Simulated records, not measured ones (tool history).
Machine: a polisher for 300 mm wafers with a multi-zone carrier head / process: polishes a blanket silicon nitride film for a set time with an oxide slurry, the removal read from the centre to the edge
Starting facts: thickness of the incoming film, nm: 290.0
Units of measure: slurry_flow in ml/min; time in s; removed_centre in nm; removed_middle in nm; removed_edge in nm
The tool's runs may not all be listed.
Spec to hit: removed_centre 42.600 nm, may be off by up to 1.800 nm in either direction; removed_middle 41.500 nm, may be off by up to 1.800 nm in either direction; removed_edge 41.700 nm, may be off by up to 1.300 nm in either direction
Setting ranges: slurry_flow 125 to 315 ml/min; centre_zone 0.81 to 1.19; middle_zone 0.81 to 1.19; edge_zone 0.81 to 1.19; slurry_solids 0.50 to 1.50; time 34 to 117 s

run,hour,slurry_flow,centre_zone,middle_zone,edge_zone,slurry_solids,time,removed_centre,removed_middle,removed_edge
1,0.0,205,1.00,1.00,1.00,1.00,75,35.139,37.291,36.213
2,8.8,215,1.03,1.01,1.03,1.05,75,38.256,38.609,37.500
3,17.0,225,1.03,1.01,1.06,1.10,75,39.189,37.998,38.629
4,22.1,225,1.03,1.02,1.07,1.15,75,39.547,40.236,39.785
5,23.8,250,1.03,1.02,1.07,1.15,75,39.528,40.108,40.356
6,31.6,250,1.03,1.02,1.07,1.05,75,37.902,38.587,38.112
7,37.8,250,1.04,1.02,1.08,1.10,75,39.276,39.293,39.002
8,45.0,250,1.04,1.02,1.08,1.15,75,41.303,39.793,39.573
9,46.9,250,1.04,1.02,1.09,1.15,75,40.586,40.083,40.660
10,50.7,250,1.05,1.03,1.09,1.15,75,41.290,40.642,40.245

Which single option among these 5 for the next run brings every result within its allowed miss of target? Just one does.
A,54.5,240,1.01,0.99,1.05,1.15,77,?,?,?
B,54.5,230,1.08,1.01,1.08,1.25,71,?,?,?
C,54.5,225,1.03,1.06,0.87,0.55,108,?,?,?
D,54.5,255,1.09,1.15,1.00,0.95,78,?,?,?
E,54.5,200,1.06,1.01,1.06,1.50,73,?,?,?

move,removed_centre,removed_middle,removed_edge
A,40.159,40.060,40.620
B,40.710,38.599,39.070
C,41.487,43.005,37.667
D,41.003,42.951,37.312
E,43.190,41.793,42.040
A: corrects the largest miss of the last run, while another result sits out of spec
B: the biggest miss grows against the last run
C: the biggest miss grows against the last run
D: the biggest miss grows against the last run
E: in spec on every target
Go with E: it meets all targets.

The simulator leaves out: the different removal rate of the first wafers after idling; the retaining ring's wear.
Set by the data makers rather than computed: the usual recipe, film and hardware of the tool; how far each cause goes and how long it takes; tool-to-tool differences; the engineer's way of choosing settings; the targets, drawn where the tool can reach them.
